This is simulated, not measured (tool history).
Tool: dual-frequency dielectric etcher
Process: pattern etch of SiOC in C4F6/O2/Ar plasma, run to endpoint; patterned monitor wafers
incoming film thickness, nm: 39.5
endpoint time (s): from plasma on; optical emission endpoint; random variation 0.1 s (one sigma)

run	hour	bias power (W)	source power (W)	endpoint time (s)
1	0	524	320	14.632
2	1.8	590	320	13.817
3	2.8	550	320	14.324
4	11.7	575	330	13.653
5	17.8	589	330	13.415
6	19.1	589	280	14.254

Run 7 comes next. What will it give?
7	23.3	611	280	?

{"run 7": {"endpoint time (s)": 14.186}}
